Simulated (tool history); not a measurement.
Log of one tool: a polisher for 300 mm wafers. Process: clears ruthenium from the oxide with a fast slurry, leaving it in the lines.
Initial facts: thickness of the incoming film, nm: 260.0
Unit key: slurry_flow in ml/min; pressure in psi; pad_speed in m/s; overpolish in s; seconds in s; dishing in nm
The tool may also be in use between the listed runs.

run  hour  slurry_flow  pressure  pad_speed  slurry_solids  overpolish  seconds  dishing
  1   0.0          150       2.8       0.96            1.0          18   54.135   66.192
  2   4.2          150       2.9       0.96            1.0          19   52.434   72.381
  3   5.0          150       2.9       0.96            1.0          14   53.238   54.179
  4   6.8          150       2.9       0.96            1.2          14   49.151   59.144
  5  13.9          150       3.0       0.96            1.2          15   47.236   62.762
  6  18.6          150       3.0       0.96            1.2          16   46.995   68.786
  7  24.8          150       3.0       0.96            1.2          17   47.930   70.267
  8  26.6          150       3.1       0.96            1.2          18   46.739   75.800

Run 9 has not been measured yet. What should we expect?
  9  31.5          145       3.7       0.96            1.2          23        ?        ?

Logged for run 9: seconds 40.256 s, dishing 102.790 nm.
